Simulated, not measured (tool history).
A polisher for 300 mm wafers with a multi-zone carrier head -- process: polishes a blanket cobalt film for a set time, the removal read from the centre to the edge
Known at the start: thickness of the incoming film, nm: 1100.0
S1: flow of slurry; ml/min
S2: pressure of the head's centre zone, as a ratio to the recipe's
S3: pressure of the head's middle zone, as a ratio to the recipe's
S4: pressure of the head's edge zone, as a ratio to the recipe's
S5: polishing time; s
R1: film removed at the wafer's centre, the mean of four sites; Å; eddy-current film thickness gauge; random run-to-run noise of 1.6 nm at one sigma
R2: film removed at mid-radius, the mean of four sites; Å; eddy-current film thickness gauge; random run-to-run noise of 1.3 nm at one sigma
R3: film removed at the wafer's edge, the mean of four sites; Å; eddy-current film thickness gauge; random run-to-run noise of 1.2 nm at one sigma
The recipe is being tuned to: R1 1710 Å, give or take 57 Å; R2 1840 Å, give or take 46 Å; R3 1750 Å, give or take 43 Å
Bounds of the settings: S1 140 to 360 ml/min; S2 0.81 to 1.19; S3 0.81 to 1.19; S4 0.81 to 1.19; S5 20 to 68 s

run	hour	S1	S2	S3	S4	S5	R1	R2	R3
1	0	230	1	1	1	44	2140.8	2137.4	2200.5
2	6.8	225	0.99	1	0.98	43	2053.6	2077.8	2157.9
3	8.6	225	0.99	0.95	0.98	43	2095.8	1995.4	2127.3
4	9.4	225	0.99	0.96	0.96	42	2014.3	2009	2096.7
5	14.5	225	0.99	0.96	0.95	41	1992.9	1937.7	1986.7
6	22.2	225	1.05	0.96	0.95	41	2082.6	1937.4	2012.8
7	28.3	220	1.04	0.96	0.94	41	2073.4	1937	1989.3
8	30.3	215	1.03	0.96	0.93	41	2005.1	1949.4	1989.3
9	35.4	190	0.99	0.98	0.83	37	1717.8	1746.3	1698.5
10	36.4	195	0.99	0.99	0.83	37	1753.9	1765.2	1722.3
11	41	195	0.99	1	0.83	37	1729.2	1795.3	1695

Exercise: of the 5 proposed moves below, exactly one satisfies all targets within the stated allowed misses. Which move is it?
A	45.6	140	0.98	1.05	0.86	39	?	?	?
B	45.6	215	0.98	0.95	0.85	37	?	?	?
C	45.6	200	0.98	1.07	0.86	39	?	?	?
D	45.6	225	1.05	0.98	0.9	36	?	?	?
E	45.6	160	0.99	1.04	0.86	41	?	?	?

move	R1	R2	R3
A	1706.1	1836.6	1757.3
B	1745.8	1712.9	1744.9
C	1820	1975.5	1828.7
D	1834.5	1720.9	1734.2
E	1858.3	1958	1876.5
A: all results in spec
B: the worst result of the last run now meets its target, but another is out of spec
C: the result that was furthest off in the last run now lies on the other side of its target
D: the worst result of the last run now meets its target, but another is out of spec
E: the result that was furthest off in the last run now lies on the other side of its target
The right move is A.

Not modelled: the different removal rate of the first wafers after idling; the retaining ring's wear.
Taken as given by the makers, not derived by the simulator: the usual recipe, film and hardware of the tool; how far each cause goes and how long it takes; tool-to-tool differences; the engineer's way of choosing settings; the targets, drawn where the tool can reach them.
